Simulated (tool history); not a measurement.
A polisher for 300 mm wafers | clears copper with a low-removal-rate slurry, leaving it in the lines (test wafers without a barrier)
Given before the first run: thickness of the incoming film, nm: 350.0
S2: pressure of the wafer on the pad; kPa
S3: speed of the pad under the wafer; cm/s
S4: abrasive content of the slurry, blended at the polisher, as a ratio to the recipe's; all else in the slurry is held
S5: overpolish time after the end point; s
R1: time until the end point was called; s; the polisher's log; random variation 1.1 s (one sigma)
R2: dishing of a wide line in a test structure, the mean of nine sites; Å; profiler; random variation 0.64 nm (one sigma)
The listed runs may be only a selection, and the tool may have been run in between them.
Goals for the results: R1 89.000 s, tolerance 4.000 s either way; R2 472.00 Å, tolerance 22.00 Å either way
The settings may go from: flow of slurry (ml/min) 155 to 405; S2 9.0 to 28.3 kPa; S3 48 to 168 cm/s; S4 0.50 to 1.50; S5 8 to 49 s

{"run": 1, "hour": 0.0, "flow of slurry (ml/min)": 260, "S2": 18.6, "S3": 108, "S4": 1.0, "S5": 25, "R1": 147.65, "R2": 359.06}
{"run": 2, "hour": 1.7, "flow of slurry (ml/min)": 260, "S2": 15.2, "S3": 108, "S4": 1.0, "S5": 25, "R1": 176.19, "R2": 298.28}
{"run": 3, "hour": 9.5, "flow of slurry (ml/min)": 295, "S2": 15.2, "S3": 108, "S4": 1.0, "S5": 25, "R1": 175.62, "R2": 305.52}
{"run": 4, "hour": 17.3, "flow of slurry (ml/min)": 295, "S2": 17.9, "S3": 110, "S4": 1.0, "S5": 24, "R1": 146.4, "R2": 338.84}
{"run": 5, "hour": 24.2, "flow of slurry (ml/min)": 295, "S2": 20.0, "S3": 110, "S4": 1.0, "S5": 23, "R1": 131.42, "R2": 349.34}
{"run": 6, "hour": 32.8, "flow of slurry (ml/min)": 295, "S2": 20.0, "S3": 92, "S4": 1.0, "S5": 23, "R1": 151.74, "R2": 325.38}
{"run": 7, "hour": 36.7, "flow of slurry (ml/min)": 295, "S2": 22.1, "S3": 94, "S4": 1.0, "S5": 23, "R1": 134.0, "R2": 354.71}
{"run": 8, "hour": 42.9, "flow of slurry (ml/min)": 300, "S2": 26.9, "S3": 106, "S4": 1.0, "S5": 23, "R1": 100.09, "R2": 430.82}
{"run": 9, "hour": 43.9, "flow of slurry (ml/min)": 300, "S2": 26.9, "S3": 108, "S4": 1.0, "S5": 23, "R1": 99.608, "R2": 422.73}
{"run": 10, "hour": 47.9, "flow of slurry (ml/min)": 300, "S2": 26.9, "S3": 110, "S4": 1.0, "S5": 23, "R1": 99.108, "R2": 431.76}

Of the 5 settings listed for the next run, only one would bring every result within its allowed miss of target. Which one?
{"run": "A", "hour": 51.9, "flow of slurry (ml/min)": 370, "S2": 28.3, "S3": 122, "S4": 0.75, "S5": 27, "R1": "?", "R2": "?"}
{"run": "B", "hour": 51.9, "flow of slurry (ml/min)": 270, "S2": 24.8, "S3": 142, "S4": 0.95, "S5": 24, "R1": "?", "R2": "?"}
{"run": "C", "hour": 51.9, "flow of slurry (ml/min)": 315, "S2": 26.2, "S3": 126, "S4": 1.15, "S5": 29, "R1": "?", "R2": "?"}
{"run": "D", "hour": 51.9, "flow of slurry (ml/min)": 250, "S2": 25.5, "S3": 100, "S4": 1.05, "S5": 29, "R1": "?", "R2": "?"}
{"run": "E", "hour": 51.9, "flow of slurry (ml/min)": 340, "S2": 26.9, "S3": 136, "S4": 1.0, "S5": 23, "R1": "?", "R2": "?"}

move=A R1=90.546 R2=505.71
move=B R1=89.984 R2=473.02
move=C R1=89.296 R2=525.86
move=D R1=113.000 R2=463.47
move=E R1=83.694 R2=482.85
A: the worst result of the last run now meets its target, but another is out of spec
B: each result inside its tolerance
C: the worst result of the last run now meets its target, but another is out of spec
D: the biggest miss grows against the last run
E: takes the biggest miss from the last run beyond its target
Correct choice: B, which meets every target

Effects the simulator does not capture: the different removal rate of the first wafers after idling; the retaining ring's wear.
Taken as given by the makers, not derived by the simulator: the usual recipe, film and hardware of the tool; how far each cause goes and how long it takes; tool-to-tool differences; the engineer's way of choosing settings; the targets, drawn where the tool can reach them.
